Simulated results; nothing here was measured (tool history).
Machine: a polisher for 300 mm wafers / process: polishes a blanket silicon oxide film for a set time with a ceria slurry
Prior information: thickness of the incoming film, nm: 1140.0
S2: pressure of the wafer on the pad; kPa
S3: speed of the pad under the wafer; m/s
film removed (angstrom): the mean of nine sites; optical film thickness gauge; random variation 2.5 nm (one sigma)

{"run": 1, "hour": 0.0, "flow of slurry (ml/min)": 285, "S2": 21.4, "S3": 1.04, "polishing time (s)": 62, "film removed (angstrom)": 2631.6}
{"run": 2, "hour": 8.8, "flow of slurry (ml/min)": 285, "S2": 20.0, "S3": 1.04, "polishing time (s)": 62, "film removed (angstrom)": 2426.5}
{"run": 3, "hour": 15.9, "flow of slurry (ml/min)": 285, "S2": 19.3, "S3": 1.04, "polishing time (s)": 62, "film removed (angstrom)": 2368.0}
{"run": 4, "hour": 19.1, "flow of slurry (ml/min)": 285, "S2": 19.3, "S3": 1.04, "polishing time (s)": 65, "film removed (angstrom)": 2483.0}
{"run": 5, "hour": 22.9, "flow of slurry (ml/min)": 285, "S2": 19.3, "S3": 1.04, "polishing time (s)": 65, "film removed (angstrom)": 2491.9}
{"run": 6, "hour": 30.8, "flow of slurry (ml/min)": 285, "S2": 18.6, "S3": 1.04, "polishing time (s)": 65, "film removed (angstrom)": 2366.7}
{"run": 7, "hour": 36.5, "flow of slurry (ml/min)": 285, "S2": 17.9, "S3": 1.04, "polishing time (s)": 65, "film removed (angstrom)": 2325.1}

Predict the results of run 8:
{"run": 8, "hour": 39.7, "flow of slurry (ml/min)": 285, "S2": 17.2, "S3": 1.04, "polishing time (s)": 65, "film removed (angstrom)": "?"}

Logged for run 8: film removed (angstrom) 2289.0.

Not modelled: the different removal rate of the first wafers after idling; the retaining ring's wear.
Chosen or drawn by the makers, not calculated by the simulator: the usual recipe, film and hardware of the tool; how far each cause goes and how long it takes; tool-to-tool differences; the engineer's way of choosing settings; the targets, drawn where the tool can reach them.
